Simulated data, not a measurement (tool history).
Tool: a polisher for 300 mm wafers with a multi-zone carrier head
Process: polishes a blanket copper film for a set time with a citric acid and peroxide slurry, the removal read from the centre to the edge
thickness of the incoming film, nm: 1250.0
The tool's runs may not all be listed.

run,hour,flow of slurry (ml/min),pressure of the head's centre zone,pressure of the head's middle zone,pressure of the head's edge zone,abrasive content of the slurry,polishing time (s),film removed at the wafer's centre (angstrom),film removed at mid-radius (angstrom),film removed at the wafer's edge (angstrom)
1,0,155,1,1,1,1,53,958.13,935.25,934.48
2,5.9,155,1,1,1,0.9,53,916.63,907.58,916.87
3,10.3,160,0.99,1.01,1.02,0.95,54,952.46,965.82,941.35
4,11.8,155,0.97,1,1.03,1,55,971.44,965.54,994.51
5,17.5,155,0.97,1,1.08,1,55,950.88,981.33,1033.5
6,19.6,155,1.03,1,1.08,1,55,1018.1,972.25,1026.3
7,28.6,160,1.02,1.01,1.09,1,55,1034.7,985.68,1034.1
8,33.9,160,1.01,1.02,1.1,1.05,55,1006,1016.6,1055.5
9,40.6,165,1.01,1.03,1.11,1.05,55,1043,1010.7,1051.1
10,43.2,160,1,1.04,1.12,1.1,55,1027,1042.5,1074.5
11,46.3,160,0.99,1.05,1.13,1.15,55,1029.1,1051.2,1111.8

The next listed run, before its measurement:
12,48.5,160,0.98,1.06,1.13,1.15,55,?,?,?

Run 12 gave film removed at the wafer's centre (angstrom) 1015.7, film removed at mid-radius (angstrom) 1053.7, film removed at the wafer's edge (angstrom) 1083.
